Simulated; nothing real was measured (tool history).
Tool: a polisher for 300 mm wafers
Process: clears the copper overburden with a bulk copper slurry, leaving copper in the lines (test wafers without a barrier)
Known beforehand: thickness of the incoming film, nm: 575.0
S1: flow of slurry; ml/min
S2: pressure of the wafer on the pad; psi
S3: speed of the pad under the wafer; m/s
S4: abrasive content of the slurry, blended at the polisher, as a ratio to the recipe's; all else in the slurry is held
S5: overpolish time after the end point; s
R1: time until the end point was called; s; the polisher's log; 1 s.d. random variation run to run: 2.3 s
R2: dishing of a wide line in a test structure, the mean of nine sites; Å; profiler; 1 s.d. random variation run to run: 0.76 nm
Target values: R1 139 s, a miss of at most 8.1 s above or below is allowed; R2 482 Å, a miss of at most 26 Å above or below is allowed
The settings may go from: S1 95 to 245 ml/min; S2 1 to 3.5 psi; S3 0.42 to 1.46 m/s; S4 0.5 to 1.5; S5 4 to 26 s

run    day   S1   S2    S3   S4  S5      R1      R2
  1      0  155  2.2  0.94    1  13   90.82  476.21
  2  0.158  155    2  0.94    1  14  99.813  454.21
  3  0.429  155    2  0.94  0.8  14  108.21   440.3
  4  0.488  150  1.9  0.94  0.8  15  115.26  437.59
  5  0.754  145  1.9  0.94  0.8  16  111.23  459.17
  6  0.862  120  1.9  0.94  0.8  16  121.87  447.12
  7  0.958  115  1.9  0.94  0.8  17  118.19  471.36
  8  1.025  110  1.8  0.94  0.8  18  130.85  457.79
  9  1.217  105  1.8  0.94  0.8  18  129.36  461.53

5 next moves are on the table. One of them brings every result within its allowed miss. Which?
  A  1.408  110    2   0.9   0.8  16   ?   ?
  B  1.408  110  1.6  0.92   0.8  19   ?   ?
  C  1.408  110  1.9   0.9  0.85  18   ?   ?
  D  1.408   95    2  0.78  0.65  23   ?   ?
  E  1.408  105  1.8  0.94   0.7  20   ?   ?

move      R1      R2
   A  123.86  441.36
   B  149.24  427.67
   C  127.25   469.4
   D  159.45  478.42
   E  139.11   472.3
A: lands further from the targets than the last run did
B: takes the biggest miss from the last run beyond its target
C: lands further from the targets than the last run did
D: takes the biggest miss from the last run beyond its target
E: in spec on every target
The right move is E.

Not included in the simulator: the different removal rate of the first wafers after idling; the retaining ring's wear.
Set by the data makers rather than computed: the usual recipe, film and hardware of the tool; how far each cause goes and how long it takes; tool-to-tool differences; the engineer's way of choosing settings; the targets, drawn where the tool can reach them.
